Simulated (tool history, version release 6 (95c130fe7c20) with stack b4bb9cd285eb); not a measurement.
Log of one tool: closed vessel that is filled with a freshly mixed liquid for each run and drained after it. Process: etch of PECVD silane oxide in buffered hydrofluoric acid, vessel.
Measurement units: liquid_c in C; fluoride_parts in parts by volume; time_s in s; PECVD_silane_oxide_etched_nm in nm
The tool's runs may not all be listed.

run  hour  liquid_c  fluoride_parts  time_s  PECVD_silane_oxide_etched_nm
  1   0.0      22.0            12.5      90                        190.34
  2   6.8      22.0            16.0      90                        148.15
  3  10.7      24.5            16.0      90                        173.28
  4  13.5      23.0            16.0      90                        158.15
  5  19.2      23.0            16.0     100                        177.00
  6  28.1      23.0            16.0     100                        173.25
  7  29.6      21.5            16.0     100                        158.08
  8  33.2      20.5            16.0     100                        153.38

Run 9, settings as shown, results not yet in. Your forecast:
  9  37.4      19.5            16.5     100                             ?

Run 9 yielded PECVD_silane_oxide_etched_nm 138.40 nm.
